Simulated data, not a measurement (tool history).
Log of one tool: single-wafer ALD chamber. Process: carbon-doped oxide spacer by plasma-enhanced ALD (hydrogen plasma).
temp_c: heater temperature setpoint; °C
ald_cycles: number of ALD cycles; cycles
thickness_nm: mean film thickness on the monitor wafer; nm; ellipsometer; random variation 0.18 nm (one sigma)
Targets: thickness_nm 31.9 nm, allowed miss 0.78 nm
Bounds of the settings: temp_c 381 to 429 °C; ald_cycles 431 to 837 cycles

run,hour,temp_c,ald_cycles,thickness_nm
1,0,405,634,27.349
2,2.3,405,576,24.978
3,12.3,396,576,25.119
4,15.5,396,630,27.511
5,17.4,402,630,27.209
6,25.9,402,688,29.683
7,35.9,402,696,30.21
8,44.9,402,702,30.778
9,48.6,402,705,30.998
10,54.1,402,708,30.674
11,56.8,402,712,30.989

Which of these 5 next moves meets every target?
A,59.5,400,724,?
B,59.5,404,683,?
C,59.5,392,689,?
D,59.5,409,679,?
E,59.5,402,697,?

move,thickness_nm
A,31.645
B,29.502
C,30.124
D,28.893
E,30.286
A: meets every target
B: further off than the last run
C: further off than the last run
D: further off than the last run
E: further off than the last run
Move A is the one to make.
